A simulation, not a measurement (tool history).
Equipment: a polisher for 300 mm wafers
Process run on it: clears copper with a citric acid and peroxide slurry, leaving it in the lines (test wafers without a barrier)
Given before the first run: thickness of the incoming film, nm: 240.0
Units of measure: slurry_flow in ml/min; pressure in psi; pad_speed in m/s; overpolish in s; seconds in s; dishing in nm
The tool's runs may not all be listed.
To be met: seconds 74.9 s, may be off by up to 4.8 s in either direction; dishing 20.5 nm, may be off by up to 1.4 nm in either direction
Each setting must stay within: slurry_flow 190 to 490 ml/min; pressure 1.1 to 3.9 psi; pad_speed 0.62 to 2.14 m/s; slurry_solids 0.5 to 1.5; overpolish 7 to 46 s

Run 1, hour 0: slurry_flow 315 ml/min, pressure 2.5 psi, pad_speed 1.38 m/s, slurry_solids 1, overpolish 24 s. Result: seconds 113.4 s, dishing 33.961 nm.
Run 2, hour 6.1: slurry_flow 315 ml/min, pressure 2.6 psi, pad_speed 1.44 m/s, slurry_solids 1, overpolish 20 s. Result: seconds 104.23 s, dishing 30.042 nm.
Run 3, hour 12.9: slurry_flow 315 ml/min, pressure 2.6 psi, pad_speed 1.44 m/s, slurry_solids 1, overpolish 25 s. Result: seconds 105.93 s, dishing 37.15 nm.
Run 4, hour 17.9: slurry_flow 315 ml/min, pressure 2.6 psi, pad_speed 1.44 m/s, slurry_solids 1, overpolish 17 s. Result: seconds 102.79 s, dishing 26.735 nm.
Run 5, hour 19.6: slurry_flow 315 ml/min, pressure 2.9 psi, pad_speed 1.44 m/s, slurry_solids 1, overpolish 17 s. Result: seconds 96.258 s, dishing 29.436 nm.
Run 6, hour 22.6: slurry_flow 315 ml/min, pressure 2.9 psi, pad_speed 1.44 m/s, slurry_solids 1, overpolish 9 s. Result: seconds 93.571 s, dishing 15.987 nm.
Run 7, hour 30.1: slurry_flow 315 ml/min, pressure 3.1 psi, pad_speed 1.44 m/s, slurry_solids 1, overpolish 9 s. Result: seconds 89.222 s, dishing 17.513 nm.
Run 8, hour 32.3: slurry_flow 315 ml/min, pressure 3.2 psi, pad_speed 1.44 m/s, slurry_solids 1, overpolish 9 s. Result: seconds 82.998 s, dishing 18.697 nm.
Run 9, hour 32.9: slurry_flow 315 ml/min, pressure 3.3 psi, pad_speed 1.44 m/s, slurry_solids 1, overpolish 9 s. Result: seconds 83.507 s, dishing 18.683 nm.
Run 10, hour 39.2: slurry_flow 315 ml/min, pressure 3.4 psi, pad_speed 1.44 m/s, slurry_solids 1, overpolish 9 s. Result: seconds 78.701 s, dishing 18.34 nm.

Which of these 5 next moves meets every target?
Run A, hour 45.5: slurry_flow 295 ml/min, pressure 3.7 psi, pad_speed 1.48 m/s, slurry_solids 0.95, overpolish 7 s. Result: seconds ?, dishing ?.
Run B, hour 45.5: slurry_flow 285 ml/min, pressure 3.5 psi, pad_speed 1.56 m/s, slurry_solids 1.05, overpolish 9 s. Result: seconds ?, dishing ?.
Run C, hour 45.5: slurry_flow 370 ml/min, pressure 3.8 psi, pad_speed 1.3 m/s, slurry_solids 0.9, overpolish 11 s. Result: seconds ?, dishing ?.
Run D, hour 45.5: slurry_flow 265 ml/min, pressure 3.5 psi, pad_speed 1.52 m/s, slurry_solids 0.9, overpolish 7 s. Result: seconds ?, dishing ?.
Run E, hour 45.5: slurry_flow 240 ml/min, pressure 3.4 psi, pad_speed 1.52 m/s, slurry_solids 0.85, overpolish 7 s. Result: seconds ?, dishing ?.

move  seconds  dishing
   A    74.95   16.267
   B   74.353   20.702
   C   81.106   23.033
   D   78.963   15.473
   E   83.089   14.739
A: its largest miss is bigger than the last run's
B: hits every target within its allowed miss
C: the result that was furthest off in the last run now lies on the other side of its target
D: its largest miss is bigger than the last run's
E: its largest miss is bigger than the last run's
B is the move that brings every result within its allowed miss.
